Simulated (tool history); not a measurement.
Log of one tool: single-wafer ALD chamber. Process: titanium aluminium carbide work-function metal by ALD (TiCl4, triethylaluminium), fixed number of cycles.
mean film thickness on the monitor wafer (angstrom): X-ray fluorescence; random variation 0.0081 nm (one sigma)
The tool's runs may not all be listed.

run    day  heater temperature setpoint (K)  triethylaluminium pulse time (s)  mean film thickness on the monitor wafer (angstrom)
  1      0                           573.15                             10.88                                               18.184
  2  0.171                           579.15                             10.88                                               18.563
  3  0.529                           579.15                              8.08                                               18.285
  4  0.633                           579.15                              5.92                                               17.696
  5  0.762                           585.15                              5.92                                               18.177
  6   0.85                           587.15                              6.45                                               18.472
  7  1.221                           588.15                              6.82                                               18.477
  8   1.55                           589.15                              7.44                                               18.814
  9  1.883                           590.15                              7.67                                               18.869
 10  2.083                           591.15                              7.98                                               19.209
 11  2.342                           592.15                              8.03                                               19.066

The next listed run, before its measurement:
 12  2.558                           593.15                              8.32                                                    ?

mean film thickness on the monitor wafer (angstrom): 19.252
